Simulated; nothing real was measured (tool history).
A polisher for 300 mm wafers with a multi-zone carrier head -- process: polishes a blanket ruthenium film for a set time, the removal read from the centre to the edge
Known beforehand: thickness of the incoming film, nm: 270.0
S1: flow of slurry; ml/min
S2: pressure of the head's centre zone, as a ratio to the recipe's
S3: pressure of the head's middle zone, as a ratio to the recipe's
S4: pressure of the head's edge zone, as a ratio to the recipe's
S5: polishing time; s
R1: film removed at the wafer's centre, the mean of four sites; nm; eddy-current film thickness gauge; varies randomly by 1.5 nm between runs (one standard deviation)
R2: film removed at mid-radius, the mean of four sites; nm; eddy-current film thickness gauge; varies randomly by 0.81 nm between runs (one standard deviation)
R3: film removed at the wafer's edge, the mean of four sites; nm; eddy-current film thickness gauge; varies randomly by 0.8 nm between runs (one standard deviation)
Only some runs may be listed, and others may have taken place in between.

{"run": 1, "day": 0.0, "S1": 205, "S2": 1.0, "S3": 1.0, "S4": 1.0, "S5": 51, "R1": 82.083, "R2": 78.71, "R3": 75.884}
{"run": 2, "day": 0.217, "S1": 180, "S2": 1.0, "S3": 1.0, "S4": 1.0, "S5": 51, "R1": 77.902, "R2": 78.114, "R3": 74.972}
{"run": 3, "day": 0.383, "S1": 180, "S2": 0.92, "S3": 1.0, "S4": 1.0, "S5": 51, "R1": 71.769, "R2": 78.326, "R3": 74.51}
{"run": 4, "day": 0.683, "S1": 180, "S2": 0.92, "S3": 1.07, "S4": 1.0, "S5": 51, "R1": 71.613, "R2": 81.991, "R3": 74.706}
{"run": 5, "day": 0.767, "S1": 180, "S2": 0.92, "S3": 1.03, "S4": 1.0, "S5": 51, "R1": 70.402, "R2": 79.704, "R3": 75.584}
{"run": 6, "day": 0.862, "S1": 195, "S2": 0.95, "S3": 1.01, "S4": 1.04, "S5": 54, "R1": 80.705, "R2": 84.259, "R3": 80.865}
{"run": 7, "day": 1.142, "S1": 195, "S2": 0.97, "S3": 0.97, "S4": 1.07, "S5": 57, "R1": 83.996, "R2": 85.18, "R3": 87.721}
{"run": 8, "day": 1.242, "S1": 210, "S2": 1.0, "S3": 0.97, "S4": 1.09, "S5": 59, "R1": 91.145, "R2": 89.371, "R3": 90.595}

Run 9, settings as shown, results not yet in. Your forecast:
{"run": 9, "day": 1.371, "S1": 215, "S2": 1.02, "S3": 0.95, "S4": 1.1, "S5": 61, "R1": "?", "R2": "?", "R3": "?"}

Run 9 measured R1 96.593 nm, R2 91.099 nm, R3 95.047 nm.
